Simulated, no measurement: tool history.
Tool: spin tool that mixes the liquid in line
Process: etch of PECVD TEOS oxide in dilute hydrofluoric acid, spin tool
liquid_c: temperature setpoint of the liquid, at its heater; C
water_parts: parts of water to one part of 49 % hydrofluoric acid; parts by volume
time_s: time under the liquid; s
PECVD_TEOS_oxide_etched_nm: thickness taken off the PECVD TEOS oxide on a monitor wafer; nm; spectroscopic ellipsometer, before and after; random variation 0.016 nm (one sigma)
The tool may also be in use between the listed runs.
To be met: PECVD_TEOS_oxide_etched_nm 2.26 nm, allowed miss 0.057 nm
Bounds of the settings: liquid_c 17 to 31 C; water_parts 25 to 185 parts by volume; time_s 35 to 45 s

run	hour	liquid_c	water_parts	time_s	PECVD_TEOS_oxide_etched_nm
1	0	23	105	45	3.551
2	6.1	20	105	45	3.1175
3	11.8	20	105	35	2.4315
4	17.2	20	85	35	3.0864
5	23.3	20	55	35	4.9589
6	32.1	20	55	45	6.393
7	34.5	19.5	70	45	4.8084
8	43	19	80	45	4.0715
9	45.1	18.5	90	45	3.5291
10	53	18	95	45	3.2222
11	59.3	18	100	45	3.0503
12	67	18	105	45	2.9257
13	69.1	18	110	45	2.7765
# hour 77.8: hydrofluoric acid flow meter replaced
14	77.8	18	110	45	3.0615

Which of these 4 next moves meets every target?
A	86.5	18	140	40	?
B	86.5	27	145	40	?
C	86.5	18	115	35	?
D	86.5	17	105	35	?

move	PECVD_TEOS_oxide_etched_nm
A	2.0462
B	2.7911
C	2.2361
D	2.3734
A: takes the result that was furthest off past its target
B: nearer than the last run, and not there yet
C: meets every target
D: nearer than the last run, and not there yet
Move C is the one to make.
